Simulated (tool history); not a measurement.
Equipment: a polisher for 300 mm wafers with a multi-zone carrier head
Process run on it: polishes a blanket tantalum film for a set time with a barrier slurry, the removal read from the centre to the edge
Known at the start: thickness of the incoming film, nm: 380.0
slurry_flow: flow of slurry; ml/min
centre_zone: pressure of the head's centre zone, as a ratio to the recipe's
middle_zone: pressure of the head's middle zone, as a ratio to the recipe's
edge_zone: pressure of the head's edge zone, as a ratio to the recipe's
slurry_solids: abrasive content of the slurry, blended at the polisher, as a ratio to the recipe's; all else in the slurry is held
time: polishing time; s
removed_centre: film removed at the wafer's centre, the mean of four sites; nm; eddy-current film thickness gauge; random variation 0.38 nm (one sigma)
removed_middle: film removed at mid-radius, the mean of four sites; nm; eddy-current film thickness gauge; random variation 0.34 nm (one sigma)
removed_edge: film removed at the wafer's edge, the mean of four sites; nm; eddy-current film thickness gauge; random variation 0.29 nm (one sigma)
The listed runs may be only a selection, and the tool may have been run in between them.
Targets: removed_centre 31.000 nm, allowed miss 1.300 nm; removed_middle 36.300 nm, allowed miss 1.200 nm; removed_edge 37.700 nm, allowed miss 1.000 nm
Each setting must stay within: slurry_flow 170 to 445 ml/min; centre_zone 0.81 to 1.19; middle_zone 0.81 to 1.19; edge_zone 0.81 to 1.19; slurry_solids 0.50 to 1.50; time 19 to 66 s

run,day,slurry_flow,centre_zone,middle_zone,edge_zone,slurry_solids,time,removed_centre,removed_middle,removed_edge
1,0.000,285,1.00,1.00,1.00,1.00,42,45.681,45.636,45.789
2,0.050,285,1.00,0.92,1.00,1.00,42,44.904,43.235,46.423
3,0.379,285,1.00,0.92,0.94,1.00,42,45.670,43.836,44.834
4,0.571,245,1.00,0.92,0.94,1.00,42,44.375,42.834,44.481
5,0.604,235,0.96,0.91,0.93,0.90,42,41.237,41.116,42.544
6,0.954,225,0.92,0.91,0.94,0.85,42,38.369,39.351,41.425
7,1.108,215,0.89,0.92,0.95,0.80,42,37.138,37.618,40.848
8,1.375,295,0.81,1.02,1.05,0.60,37,26.496,34.093,34.687
9,1.400,300,0.83,1.02,1.07,0.60,37,28.123,34.587,34.761
10,1.654,300,0.83,1.02,1.09,0.65,37,28.500,35.941,36.721
11,1.879,300,0.84,1.02,1.10,0.65,37,28.685,35.457,36.753
12,2.083,305,0.85,1.02,1.10,0.65,37,29.534,35.024,36.859
13,2.171,335,0.88,1.05,1.12,0.70,37,31.740,37.466,38.210
14,2.392,335,0.88,1.05,1.12,0.70,37,31.536,37.653,38.587
15,2.608,330,0.88,1.04,1.11,0.70,37,31.944,38.179,38.022

Which single option among these 4 for the next run brings every result within its allowed miss of target? Just one does.
A,2.825,300,0.86,1.15,1.08,0.95,34,?,?,?
B,2.825,340,0.88,1.13,1.06,0.65,39,?,?,?
C,2.825,390,0.85,0.99,1.07,0.60,39,?,?,?
D,2.825,335,0.87,1.08,1.08,1.00,33,?,?,?

move,removed_centre,removed_middle,removed_edge
A,31.611,41.215,38.145
B,32.636,40.946,38.021
C,30.821,35.728,37.273
D,31.888,38.932,37.970
A: its largest miss is bigger than the last run's
B: its largest miss is bigger than the last run's
C: meets every target
D: its largest miss is bigger than the last run's
Correct choice: C, which meets every target

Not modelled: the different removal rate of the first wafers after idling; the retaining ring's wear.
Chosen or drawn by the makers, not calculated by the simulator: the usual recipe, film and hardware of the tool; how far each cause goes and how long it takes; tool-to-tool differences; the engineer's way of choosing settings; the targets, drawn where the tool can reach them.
